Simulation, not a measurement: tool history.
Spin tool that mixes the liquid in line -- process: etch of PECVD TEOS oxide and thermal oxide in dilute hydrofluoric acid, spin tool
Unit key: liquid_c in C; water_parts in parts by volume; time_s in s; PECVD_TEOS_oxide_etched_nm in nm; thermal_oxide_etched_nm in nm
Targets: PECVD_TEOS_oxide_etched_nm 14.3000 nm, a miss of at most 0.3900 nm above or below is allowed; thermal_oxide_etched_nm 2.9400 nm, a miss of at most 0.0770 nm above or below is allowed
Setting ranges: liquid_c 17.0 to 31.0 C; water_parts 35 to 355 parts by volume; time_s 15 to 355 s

run  hour  liquid_c  water_parts  time_s  PECVD_TEOS_oxide_etched_nm  thermal_oxide_etched_nm
  1   0.0      23.0          195     180                     16.5580                   3.3831
  2   1.8      20.0          195     180                     14.7530                   3.0258
  3   2.7      18.5          195     180                     13.9160                   2.8597
  4   5.8      18.5          265     180                      9.5720                   1.9762
  5  11.5      18.5          265     145                      7.7555                   1.6034
  6  15.3      18.5          220     145                      9.6719                   1.9833
  7  17.8      20.5          220     145                     10.4370                   2.1470
  8  24.0      22.0          220     145                     11.0120                   2.2733
  9  27.4      26.0          215     145                     13.2270                   2.7107

Of the 4 settings listed for the next run, only one would bring every result within its allowed miss of target. Which one?
  A  30.8      25.0          315     280                           ?                        ?
  B  30.8      23.0          235     195                           ?                        ?
  C  30.8      21.0          275     215                           ?                        ?
  D  30.8      25.5          275     235                           ?                        ?

move  PECVD_TEOS_oxide_etched_nm  thermal_oxide_etched_nm
   A                     15.0790                   3.1547
   B                     14.2060                   2.9720
   C                     11.9670                   2.5035
   D                     15.3510                   3.2116
A: moves the result that the last run missed by most past its target, out the other side
B: each result inside its tolerance
C: misses by more than the last run did
D: moves the result that the last run missed by most past its target, out the other side
B is the move that brings every result within its allowed miss.
